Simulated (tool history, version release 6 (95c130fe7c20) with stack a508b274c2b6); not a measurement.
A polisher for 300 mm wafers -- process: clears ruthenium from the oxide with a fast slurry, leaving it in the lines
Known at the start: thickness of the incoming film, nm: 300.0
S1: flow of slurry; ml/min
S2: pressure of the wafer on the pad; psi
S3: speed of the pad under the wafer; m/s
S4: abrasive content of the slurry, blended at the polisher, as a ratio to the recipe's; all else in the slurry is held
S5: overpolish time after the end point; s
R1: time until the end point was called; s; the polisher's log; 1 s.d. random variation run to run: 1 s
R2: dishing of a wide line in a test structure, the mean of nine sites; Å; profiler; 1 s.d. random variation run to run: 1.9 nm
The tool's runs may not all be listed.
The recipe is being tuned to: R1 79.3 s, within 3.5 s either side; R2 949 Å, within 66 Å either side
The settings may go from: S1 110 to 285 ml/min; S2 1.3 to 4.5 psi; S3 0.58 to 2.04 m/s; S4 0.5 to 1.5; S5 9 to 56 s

run  hour   S1   S2    S3   S4  S5      R1      R2
  1     0  180  2.9   1.3    1  29  56.939  1037.7
  2   6.4  180  3.2   1.3    1  29  51.864  1075.5
  3  14.7  180    3   1.3    1  30  56.273  1068.5
  4  22.7  180  2.8   1.3    1  31  57.807  1069.8
  5  29.9  180  2.6   1.3    1  32  61.058  1012.6
  6  32.6  180  2.6   1.3  1.2  32  57.389  1051.9
  7  33.7  180  2.4   1.3  1.2  33  62.157    1017
  8  41.1  180  2.3   1.3  1.2  34   63.96  1017.2
  9  42.4  180  2.2   1.3  1.2  35   65.75  1051.1
 10  44.3  180  2.1   1.3  1.2  35  67.805  1009.9
 11  52.1  170  1.6  1.28  1.2  38   82.34  943.57

5 candidate next runs follow, results not yet known. Just one meets every target within its allowed miss. Identify it.
  A  59.9  180  2.2  0.92   1.3  46   ?   ?
  B  59.9  185  1.6  1.34   1.2  31   ?   ?
  C  59.9  135    2  1.12     1  42   ?   ?
  D  59.9  160  1.6   1.4   1.2  37   ?   ?
  E  59.9  165  1.3   1.4  1.15  41   ?   ?

move      R1      R2
   A  89.323    1024
   B  80.519  823.45
   C  91.185  944.01
   D  78.421  960.94
   E  91.365  925.84
A: misses by more than the last run did
B: corrects the largest miss of the last run, while another result sits out of spec
C: misses by more than the last run did
D: all results in spec
E: misses by more than the last run did
D is the move that brings every result within its allowed miss.
